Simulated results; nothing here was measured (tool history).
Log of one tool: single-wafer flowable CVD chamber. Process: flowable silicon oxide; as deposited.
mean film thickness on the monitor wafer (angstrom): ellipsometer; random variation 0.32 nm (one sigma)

run    day  heater temperature setpoint (°C)  chamber pressure (Torr)  RF power (W)  deposition time (s)  mean film thickness on the monitor wafer (angstrom)
  1  0.000                               110                    0.601          2600                  780                                               2468.1
  2  0.138                               110                    0.601          2255                  780                                               2414.5
  3  0.254                               113                    0.601          2255                  780                                               2166.6
  4  0.442                               113                    0.601          2120                  780                                               2144.4
  5  0.546                               115                    0.601          2120                  780                                               2004.5
  6  0.662                               115                    0.548          2120                  780                                               1833.4
  7  0.700                               116                    0.548          2120                  780                                               1771.6
  8  0.746                               117                    0.548          2120                  780                                               1707.3

Forecast run 9:
  9  0.833                               118                    0.548          2120                  780                                                    ?

mean film thickness on the monitor wafer (angstrom): 1657.1
